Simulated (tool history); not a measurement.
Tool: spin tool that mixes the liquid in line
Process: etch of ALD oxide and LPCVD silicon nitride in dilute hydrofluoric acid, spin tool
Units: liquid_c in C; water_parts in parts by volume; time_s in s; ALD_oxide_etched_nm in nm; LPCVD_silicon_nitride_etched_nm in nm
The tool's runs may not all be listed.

run,day,liquid_c,water_parts,time_s,ALD_oxide_etched_nm,LPCVD_silicon_nitride_etched_nm
1,0.000,22.0,95,80,8.5820,0.43273
2,0.067,22.0,95,50,5.3884,0.26528
3,0.108,23.5,90,50,5.9907,0.27631
4,0.350,24.5,85,50,6.7314,0.36122
5,0.538,24.5,85,35,4.7485,0.22909
6,0.812,24.5,100,35,3.9164,0.19102
7,0.988,25.5,90,35,4.5317,0.21492
8,1.092,25.5,80,35,5.1424,0.25848
9,1.396,25.5,70,35,5.9750,0.29349

Run 10 comes next. What will it give?
10,1.479,29.5,45,35,?,?

{"run 10": {"ALD_oxide_etched_nm": 11.351, "LPCVD_silicon_nitride_etched_nm": 0.60581}}
